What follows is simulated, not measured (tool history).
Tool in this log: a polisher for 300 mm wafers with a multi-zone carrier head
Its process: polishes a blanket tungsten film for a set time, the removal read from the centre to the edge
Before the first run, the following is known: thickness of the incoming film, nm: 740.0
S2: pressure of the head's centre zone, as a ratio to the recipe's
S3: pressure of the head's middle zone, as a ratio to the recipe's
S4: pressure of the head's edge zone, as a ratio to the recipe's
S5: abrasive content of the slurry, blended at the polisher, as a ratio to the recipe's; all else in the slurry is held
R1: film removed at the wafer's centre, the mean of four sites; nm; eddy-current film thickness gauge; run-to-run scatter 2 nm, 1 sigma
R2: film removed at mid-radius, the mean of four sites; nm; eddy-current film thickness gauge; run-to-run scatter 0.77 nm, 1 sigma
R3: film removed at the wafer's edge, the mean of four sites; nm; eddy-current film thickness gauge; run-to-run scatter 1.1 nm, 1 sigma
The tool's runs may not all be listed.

run 1 hour=0.0 | flow_of_slurry_(ml/min)=225 S2=1.00 S3=1.00 S4=1.00 S5=1.00 polishing_time_(s)=58 | R1=199.24 R2=193.04 R3=191.83
run 2 hour=7.3 | flow_of_slurry_(ml/min)=225 S2=1.00 S3=1.00 S4=1.00 S5=1.10 polishing_time_(s)=58 | R1=203.72 R2=194.79 R3=195.12
run 3 hour=12.6 | flow_of_slurry_(ml/min)=225 S2=1.00 S3=1.00 S4=1.00 S5=1.10 polishing_time_(s)=53 | R1=187.82 R2=178.77 R3=175.69
run 4 hour=17.2 | flow_of_slurry_(ml/min)=225 S2=1.00 S3=1.00 S4=1.04 S5=1.10 polishing_time_(s)=53 | R1=184.90 R2=180.11 R3=184.18
run 5 hour=22.9 | flow_of_slurry_(ml/min)=225 S2=1.00 S3=1.00 S4=1.04 S5=0.95 polishing_time_(s)=53 | R1=181.90 R2=174.73 R3=176.96
run 6 hour=24.2 | flow_of_slurry_(ml/min)=220 S2=1.01 S3=0.97 S4=0.98 S5=0.80 polishing_time_(s)=49 | R1=160.56 R2=152.85 R3=152.01
run 7 hour=25.5 | flow_of_slurry_(ml/min)=215 S2=1.05 S3=0.95 S4=0.93 S5=0.70 polishing_time_(s)=47 | R1=159.12 R2=139.58 R3=138.68
run 8 hour=34.1 | flow_of_slurry_(ml/min)=210 S2=1.06 S3=0.94 S4=0.90 S5=0.65 polishing_time_(s)=45 | R1=149.32 R2=130.36 R3=131.23

The next listed run, before its measurement:
run 9 hour=40.1 | flow_of_slurry_(ml/min)=215 S2=1.09 S3=0.95 S4=0.88 S5=0.60 polishing_time_(s)=43 | R1=? R2=? R3=?

Run 9 produced R1 141.44 nm, R2 124.70 nm, R3 121.79 nm.
